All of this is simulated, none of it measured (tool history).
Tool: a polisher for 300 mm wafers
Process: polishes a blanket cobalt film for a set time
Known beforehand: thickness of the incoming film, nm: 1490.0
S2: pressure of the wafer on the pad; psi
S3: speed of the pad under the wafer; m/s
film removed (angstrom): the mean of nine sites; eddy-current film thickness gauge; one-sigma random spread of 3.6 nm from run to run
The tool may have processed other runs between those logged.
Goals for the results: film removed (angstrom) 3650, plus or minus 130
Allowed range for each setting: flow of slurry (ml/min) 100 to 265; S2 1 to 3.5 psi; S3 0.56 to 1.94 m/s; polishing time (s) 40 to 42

{"run": 1, "hour": 0.0, "flow of slurry (ml/min)": 170, "S2": 2.2, "S3": 1.24, "polishing time (s)": 40, "film removed (angstrom)": 2822.9}
{"run": 2, "hour": 2.4, "flow of slurry (ml/min)": 175, "S2": 2.3, "S3": 1.24, "polishing time (s)": 40, "film removed (angstrom)": 2900.5}
{"run": 3, "hour": 5.1, "flow of slurry (ml/min)": 175, "S2": 2.3, "S3": 1.24, "polishing time (s)": 40, "film removed (angstrom)": 2960.4}
{"run": 4, "hour": 10.9, "flow of slurry (ml/min)": 175, "S2": 2.3, "S3": 1.24, "polishing time (s)": 40, "film removed (angstrom)": 3000.4}
{"run": 5, "hour": 12.8, "flow of slurry (ml/min)": 175, "S2": 2.3, "S3": 1.24, "polishing time (s)": 42, "film removed (angstrom)": 3102.7}
{"run": 6, "hour": 15.8, "flow of slurry (ml/min)": 175, "S2": 2.4, "S3": 1.24, "polishing time (s)": 42, "film removed (angstrom)": 3259}
{"run": 7, "hour": 24.6, "flow of slurry (ml/min)": 175, "S2": 2.4, "S3": 1.24, "polishing time (s)": 42, "film removed (angstrom)": 3295.9}
{"run": 8, "hour": 33.4, "flow of slurry (ml/min)": 175, "S2": 2.5, "S3": 1.24, "polishing time (s)": 42, "film removed (angstrom)": 3358.1}
{"run": 9, "hour": 35.4, "flow of slurry (ml/min)": 180, "S2": 2.5, "S3": 1.24, "polishing time (s)": 42, "film removed (angstrom)": 3341.7}

Consider the 5 candidate settings below. Which is the only one whose results all fall within their allowed miss of target?
{"run": "A", "hour": 37.4, "flow of slurry (ml/min)": 195, "S2": 2.3, "S3": 1.34, "polishing time (s)": 40, "film removed (angstrom)": "?"}
{"run": "B", "hour": 37.4, "flow of slurry (ml/min)": 130, "S2": 2.7, "S3": 1.42, "polishing time (s)": 42, "film removed (angstrom)": "?"}
{"run": "C", "hour": 37.4, "flow of slurry (ml/min)": 170, "S2": 2.7, "S3": 1.4, "polishing time (s)": 42, "film removed (angstrom)": "?"}
{"run": "D", "hour": 37.4, "flow of slurry (ml/min)": 210, "S2": 2.2, "S3": 1.5, "polishing time (s)": 42, "film removed (angstrom)": "?"}
{"run": "E", "hour": 37.4, "flow of slurry (ml/min)": 165, "S2": 2.7, "S3": 1.4, "polishing time (s)": 42, "film removed (angstrom)": "?"}

move=A film_removed_(angstrom)=3209
move=B film_removed_(angstrom)=4014.6
move=C film_removed_(angstrom)=4059.4
move=D film_removed_(angstrom)=3625.4
move=E film_removed_(angstrom)=4048.3
A: misses by more than the last run did
B: takes the biggest miss from the last run beyond its target
C: takes the biggest miss from the last run beyond its target
D: every result lands within tolerance
E: takes the biggest miss from the last run beyond its target
Correct choice: D, which meets every target

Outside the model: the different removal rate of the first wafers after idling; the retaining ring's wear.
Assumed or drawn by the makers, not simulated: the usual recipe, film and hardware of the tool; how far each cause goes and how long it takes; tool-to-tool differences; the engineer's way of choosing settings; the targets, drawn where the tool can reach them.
